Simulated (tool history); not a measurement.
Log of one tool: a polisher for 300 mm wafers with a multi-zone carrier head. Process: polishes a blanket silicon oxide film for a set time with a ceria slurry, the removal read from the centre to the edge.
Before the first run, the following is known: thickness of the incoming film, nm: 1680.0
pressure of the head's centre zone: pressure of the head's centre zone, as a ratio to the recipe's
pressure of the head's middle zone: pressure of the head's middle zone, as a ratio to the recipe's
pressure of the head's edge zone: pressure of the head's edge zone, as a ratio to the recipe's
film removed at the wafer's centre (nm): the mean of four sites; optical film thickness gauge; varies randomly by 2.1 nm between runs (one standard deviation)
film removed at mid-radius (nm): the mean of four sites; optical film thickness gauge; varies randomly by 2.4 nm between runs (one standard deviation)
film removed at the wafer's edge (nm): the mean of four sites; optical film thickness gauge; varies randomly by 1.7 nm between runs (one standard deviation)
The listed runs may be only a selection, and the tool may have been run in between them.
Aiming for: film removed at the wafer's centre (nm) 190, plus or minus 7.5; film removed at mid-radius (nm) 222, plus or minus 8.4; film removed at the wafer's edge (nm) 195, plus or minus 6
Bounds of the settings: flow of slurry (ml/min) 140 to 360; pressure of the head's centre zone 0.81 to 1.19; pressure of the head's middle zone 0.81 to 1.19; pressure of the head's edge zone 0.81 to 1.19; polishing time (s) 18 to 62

run	day	flow of slurry (ml/min)	pressure of the head's centre zone	pressure of the head's middle zone	pressure of the head's edge zone	polishing time (s)	film removed at the wafer's centre (nm)	film removed at mid-radius (nm)	film removed at the wafer's edge (nm)
1	0	230	1	1	1	40	231.36	237.91	237.62
2	0.25	190	1	1	1	40	222.26	237.97	237.43
3	0.592	190	0.99	1.01	0.98	39	219.14	226.89	225.15
4	0.867	190	0.99	1.01	0.98	45	250.61	261.91	256.4
5	0.921	190	0.97	1.02	0.96	44	241.21	257.29	251.51
6	1.167	190	0.96	1.04	0.95	43	237.18	253.14	245.74
7	1.246	190	0.96	1.04	0.95	43	237.03	257.54	243.2
8	1.454	190	0.9	1.07	0.85	35	179.92	217.1	184.32
9	1.583	195	0.9	1.07	0.86	35	177.65	210.1	191.48
10	1.796	195	0.91	1.08	0.86	35	182.06	218.35	185.94
11	2.029	200	0.91	1.08	0.86	35	182.53	215.44	190.16

Which one of the following 5 next-run settings gets every result inside its allowed miss? There is exactly one.
A	2.262	145	0.89	1.11	0.87	36	?	?	?
B	2.262	180	0.92	1.07	0.84	37	?	?	?
C	2.262	200	0.87	1.15	0.84	35	?	?	?
D	2.262	175	1.01	0.99	0.85	34	?	?	?
E	2.262	195	0.87	1.08	0.97	35	?	?	?

move	film removed at the wafer's centre (nm)	film removed at mid-radius (nm)	film removed at the wafer's edge (nm)
A	168.37	216.05	190.27
B	185.72	223.6	197.34
C	168.82	226.12	188.5
D	186.56	193.6	181.92
E	168.12	215.31	201.05
A: its largest miss is bigger than the last run's
B: meets every target
C: its largest miss is bigger than the last run's
D: the worst result of the last run now meets its target, but another is out of spec
E: its largest miss is bigger than the last run's
So the answer is move B, the one that meets all the targets.
